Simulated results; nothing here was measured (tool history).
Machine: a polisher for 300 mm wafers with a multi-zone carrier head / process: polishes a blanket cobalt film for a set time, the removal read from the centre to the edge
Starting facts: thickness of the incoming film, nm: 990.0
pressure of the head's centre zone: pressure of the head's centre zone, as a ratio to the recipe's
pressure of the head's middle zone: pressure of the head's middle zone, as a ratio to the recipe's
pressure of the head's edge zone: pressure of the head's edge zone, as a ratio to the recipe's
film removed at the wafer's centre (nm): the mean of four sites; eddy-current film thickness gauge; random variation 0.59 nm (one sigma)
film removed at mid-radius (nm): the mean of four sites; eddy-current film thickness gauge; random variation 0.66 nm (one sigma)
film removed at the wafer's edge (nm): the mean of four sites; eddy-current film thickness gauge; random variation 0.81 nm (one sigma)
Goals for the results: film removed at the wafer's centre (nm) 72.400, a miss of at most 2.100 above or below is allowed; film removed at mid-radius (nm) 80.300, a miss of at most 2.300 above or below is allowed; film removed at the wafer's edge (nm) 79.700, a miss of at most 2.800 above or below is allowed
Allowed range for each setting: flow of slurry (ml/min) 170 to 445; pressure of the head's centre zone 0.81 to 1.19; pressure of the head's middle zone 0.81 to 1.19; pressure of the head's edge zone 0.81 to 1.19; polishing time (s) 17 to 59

run  hour  flow of slurry (ml/min)  pressure of the head's centre zone  pressure of the head's middle zone  pressure of the head's edge zone  polishing time (s)  film removed at the wafer's centre (nm)  film removed at mid-radius (nm)  film removed at the wafer's edge (nm)
  1   0.0                      285                                1.00                                1.00                              1.00                  38                                  143.010                          141.950                                146.100
  2   6.9                      285                                1.00                                1.00                              1.00                  33                                  122.950                          122.140                                124.640
  3   8.7                      280                                0.98                                0.99                              0.98                  31                                  114.210                          114.250                                114.310
  4  14.2                      280                                0.98                                0.99                              0.93                  31                                  112.480                          113.530                                113.070
  5  16.0                      255                                0.98                                0.99                              0.93                  31                                  113.310                          111.940                                113.150
  6  19.6                      260                                0.96                                0.98                              0.93                  30                                  106.090                          108.160                                111.090
  7  26.9                      270                                0.95                                0.98                              0.93                  29                                  103.380                          105.240                                105.170
  8  29.5                      270                                0.93                                0.97                              0.93                  28                                   96.581                           99.244                                102.780
  9  34.2                      275                                0.92                                0.97                              0.92                  27                                   93.197                           98.176                                 99.291
 10  37.0                      260                                0.83                                0.89                              0.82                  19                                   58.701                           63.070                                 64.540
 11  44.6                      265                                0.84                                0.91                              0.84                  19                                   58.651                           63.547                                 66.588
 12  45.5                      270                                0.86                                0.93                              0.85                  19                                   60.190                           65.857                                 66.091
 13  51.6                      270                                0.87                                0.94                              0.87                  19                                   61.859                           65.471                                 67.743
 14  57.4                      270                                0.88                                0.97                              0.89                  19                                   62.330                           67.856                                 67.950
 15  63.9                      275                                0.89                                0.99                              0.92                  19                                   63.603                           70.421                                 68.275
 16  67.1                      270                                0.89                                0.99                              0.94                  19                                   63.268                           69.620                                 69.633
 17  74.6                      270                                0.89                                0.99                              0.94                  19                                   63.374                           69.487                                 68.400

Exactly one of the 4 candidate moves below puts every result within its allowed miss. Which one?
  A  82.1                      260                                0.88                                1.15                              0.85                  21                                        ?                                ?                                      ?
  B  82.1                      275                                1.04                                1.04                              0.97                  20                                        ?                                ?                                      ?
  C  82.1                      265                                0.91                                1.04                              0.98                  23                                        ?                                ?                                      ?
  D  82.1                      270                                0.93                                1.06                              1.03                  21                                        ?                                ?                                      ?

move  film removed at the wafer's centre (nm)  film removed at mid-radius (nm)  film removed at the wafer's edge (nm)
   A                                   68.825                           87.253                                 73.419
   B                                   77.984                           76.589                                 74.730
   C                                   78.076                           87.821                                 86.127
   D                                   73.025                           81.628                                 80.645
A: takes the biggest miss from the last run beyond its target
B: gains on the last run, yet a result remains outside its allowed miss
C: takes the biggest miss from the last run beyond its target
D: every result lands within tolerance
Correct choice: D, which meets every target

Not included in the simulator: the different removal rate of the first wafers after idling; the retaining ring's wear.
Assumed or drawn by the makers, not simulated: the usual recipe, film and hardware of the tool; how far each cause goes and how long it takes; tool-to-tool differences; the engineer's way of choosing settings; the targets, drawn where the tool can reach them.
